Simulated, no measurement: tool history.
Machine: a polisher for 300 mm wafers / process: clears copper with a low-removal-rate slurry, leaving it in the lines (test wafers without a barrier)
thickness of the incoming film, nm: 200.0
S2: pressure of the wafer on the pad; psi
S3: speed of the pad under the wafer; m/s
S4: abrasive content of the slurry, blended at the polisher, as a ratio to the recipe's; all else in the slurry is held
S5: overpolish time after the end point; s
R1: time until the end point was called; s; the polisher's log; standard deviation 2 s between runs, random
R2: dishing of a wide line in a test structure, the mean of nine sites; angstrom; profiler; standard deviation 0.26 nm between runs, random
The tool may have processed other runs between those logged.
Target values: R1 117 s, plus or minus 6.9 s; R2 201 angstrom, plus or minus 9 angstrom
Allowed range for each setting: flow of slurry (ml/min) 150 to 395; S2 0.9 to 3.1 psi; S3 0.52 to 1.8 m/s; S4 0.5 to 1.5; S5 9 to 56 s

run 1 day=0 | flow_of_slurry_(ml/min)=250 S2=2 S3=1.16 S4=1 S5=29 | R1=103.77 R2=270.99
run 2 day=0.075 | flow_of_slurry_(ml/min)=250 S2=2 S3=1.16 S4=1 S5=28 | R1=107.09 R2=266.24
run 3 day=0.438 | flow_of_slurry_(ml/min)=250 S2=2 S3=1.16 S4=1 S5=27 | R1=106.86 R2=265.52
run 4 day=0.492 | flow_of_slurry_(ml/min)=250 S2=2 S3=1.16 S4=1 S5=26 | R1=105.36 R2=261.96
run 5 day=0.85 | flow_of_slurry_(ml/min)=205 S2=2 S3=1.16 S4=1 S5=26 | R1=106.89 R2=250.46
run 6 day=1.2 | flow_of_slurry_(ml/min)=205 S2=2 S3=1.16 S4=0.9 S5=26 | R1=108.84 R2=244.9
run 7 day=1.258 | flow_of_slurry_(ml/min)=205 S2=2 S3=1.16 S4=0.9 S5=25 | R1=109.07 R2=241.03
run 8 day=1.362 | flow_of_slurry_(ml/min)=205 S2=2 S3=1.16 S4=0.9 S5=25 | R1=113.19 R2=245.99
-- day=1.633 slurry blender recalibrated
run 9 day=1.633 | flow_of_slurry_(ml/min)=205 S2=2 S3=1.16 S4=0.9 S5=24 | R1=103.96 R2=246.54
run 10 day=1.808 | flow_of_slurry_(ml/min)=205 S2=2 S3=1.16 S4=0.9 S5=23 | R1=103.96 R2=240.96
run 11 day=2.138 | flow_of_slurry_(ml/min)=205 S2=2 S3=1.16 S4=0.9 S5=22 | R1=102.38 R2=229.47
run 12 day=2.325 | flow_of_slurry_(ml/min)=200 S2=1.8 S3=1.16 S4=0.9 S5=21 | R1=111.15 R2=215.68

Consider the 4 candidate settings below. Which is the only one whose results all fall within their allowed miss of target?
run A day=2.512 | flow_of_slurry_(ml/min)=210 S2=1.5 S3=1.08 S4=0.95 S5=25 | R1=? R2=?
run B day=2.512 | flow_of_slurry_(ml/min)=175 S2=1.8 S3=1.16 S4=0.95 S5=24 | R1=? R2=?
run C day=2.512 | flow_of_slurry_(ml/min)=250 S2=1.6 S3=1.22 S4=0.95 S5=20 | R1=? R2=?
run D day=2.512 | flow_of_slurry_(ml/min)=150 S2=1.7 S3=1.28 S4=0.7 S5=18 | R1=? R2=?

move=A R1=140.15 R2=200.63
move=B R1=114.64 R2=226.56
move=C R1=115.34 R2=197.59
move=D R1=117.97 R2=180.86
A: gets the furthest-off result to its target, but another result is out of tolerance
B: its largest miss is bigger than the last run's
C: every result within its allowed miss
D: carries the result that was furthest off beyond its target, to the other side
The move that meets every target is C.
